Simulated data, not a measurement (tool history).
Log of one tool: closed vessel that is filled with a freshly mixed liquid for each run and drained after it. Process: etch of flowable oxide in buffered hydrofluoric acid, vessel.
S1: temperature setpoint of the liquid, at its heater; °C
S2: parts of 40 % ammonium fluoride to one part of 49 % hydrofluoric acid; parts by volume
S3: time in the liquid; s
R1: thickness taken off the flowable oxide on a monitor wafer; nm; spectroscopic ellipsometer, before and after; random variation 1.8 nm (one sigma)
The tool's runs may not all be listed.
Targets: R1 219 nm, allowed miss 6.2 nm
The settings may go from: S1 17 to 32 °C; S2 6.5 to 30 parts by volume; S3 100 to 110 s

Run 1, hour 0: S1 25 °C, S2 19.5 parts by volume, S3 100 s. Result: R1 187.85 nm.
Run 2, hour 7.5: S1 25 °C, S2 23 parts by volume, S3 100 s. Result: R1 164.67 nm.
Run 3, hour 11.7: S1 25.5 °C, S2 23 parts by volume, S3 100 s. Result: R1 169.04 nm.
Run 4, hour 12.6: S1 27.5 °C, S2 23 parts by volume, S3 100 s. Result: R1 188.56 nm.
Run 5, hour 13.9: S1 27.5 °C, S2 26.5 parts by volume, S3 100 s. Result: R1 170.94 nm.
Run 6, hour 15: S1 27.5 °C, S2 26.5 parts by volume, S3 100 s. Result: R1 173.5 nm.
Run 7, hour 16.7: S1 28 °C, S2 26.5 parts by volume, S3 100 s. Result: R1 176.73 nm.
Run 8, hour 23.9: S1 28.5 °C, S2 26.5 parts by volume, S3 100 s. Result: R1 181.07 nm.
Run 9, hour 30.2: S1 29 °C, S2 26.5 parts by volume, S3 100 s. Result: R1 185.71 nm.
Run 10, hour 37.6: S1 29.5 °C, S2 26.5 parts by volume, S3 100 s. Result: R1 190.52 nm.
Run 11, hour 43.6: S1 30 °C, S2 26.5 parts by volume, S3 100 s. Result: R1 196.9 nm.
Run 12, hour 48.2: S1 31 °C, S2 26.5 parts by volume, S3 100 s. Result: R1 206.77 nm.
Run 13, hour 52.4: S1 31 °C, S2 26.5 parts by volume, S3 100 s. Result: R1 203.46 nm.

Which of these 4 next moves meets every target?
Run A, hour 56.6: S1 29.5 °C, S2 23.5 parts by volume, S3 105 s. Result: R1 ?.
Run B, hour 56.6: S1 31 °C, S2 25 parts by volume, S3 110 s. Result: R1 ?.
Run C, hour 56.6: S1 31.5 °C, S2 25 parts by volume, S3 105 s. Result: R1 ?.
Run D, hour 56.6: S1 29 °C, S2 20 parts by volume, S3 105 s. Result: R1 ?.

move      R1
   A  214.99
   B  233.74
   C  229.06
   D  233.78
A: meets every target
B: takes the result that was furthest off past its target
C: takes the result that was furthest off past its target
D: takes the result that was furthest off past its target
The right move is A.
